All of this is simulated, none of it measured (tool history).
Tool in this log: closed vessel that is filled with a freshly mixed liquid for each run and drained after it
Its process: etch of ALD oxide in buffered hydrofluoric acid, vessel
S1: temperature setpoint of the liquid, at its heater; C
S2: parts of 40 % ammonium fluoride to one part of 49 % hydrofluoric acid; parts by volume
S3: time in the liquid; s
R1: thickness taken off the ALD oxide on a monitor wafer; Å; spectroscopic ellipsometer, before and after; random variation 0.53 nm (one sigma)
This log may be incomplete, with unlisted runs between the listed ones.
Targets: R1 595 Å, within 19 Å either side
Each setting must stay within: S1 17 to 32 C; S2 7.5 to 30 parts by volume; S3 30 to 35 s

Run 1, hour 0: S1 25 C, S2 22 parts by volume, S3 35 s. Result: R1 312.59 Å.
Run 2, hour 5.4: S1 27.5 C, S2 22 parts by volume, S3 35 s. Result: R1 363.79 Å.
Run 3, hour 14.1: S1 26 C, S2 22 parts by volume, S3 35 s. Result: R1 334.05 Å.
Run 4, hour 18.8: S1 27.5 C, S2 20 parts by volume, S3 35 s. Result: R1 382.59 Å.
Run 5, hour 22: S1 29 C, S2 18 parts by volume, S3 35 s. Result: R1 457.88 Å.
Run 6, hour 27.3: S1 30 C, S2 17.5 parts by volume, S3 35 s. Result: R1 498.92 Å.
Run 7, hour 28.4: S1 30.5 C, S2 17 parts by volume, S3 35 s. Result: R1 541.24 Å.
Run 8, hour 31: S1 31 C, S2 17 parts by volume, S3 35 s. Result: R1 545.09 Å.
Run 9, hour 33.2: S1 31.5 C, S2 17 parts by volume, S3 35 s. Result: R1 555.7 Å.
Run 10, hour 39.4: S1 31.5 C, S2 16.5 parts by volume, S3 35 s. Result: R1 570.53 Å.

Pick the move, out of 4, that brings all results within their allowed miss; only one does.
Run A, hour 45.6: S1 31 C, S2 14.5 parts by volume, S3 30 s. Result: R1 ?.
Run B, hour 45.6: S1 28.5 C, S2 12.5 parts by volume, S3 30 s. Result: R1 ?.
Run C, hour 45.6: S1 30 C, S2 15.5 parts by volume, S3 35 s. Result: R1 ?.
Run D, hour 45.6: S1 32 C, S2 16.5 parts by volume, S3 35 s. Result: R1 ?.

move      R1
   A  539.66
   B  547.08
   C  559.66
   D  584.42
A: misses by more than the last run did
B: misses by more than the last run did
C: misses by more than the last run did
D: meets every target
Go with D: it meets all targets.
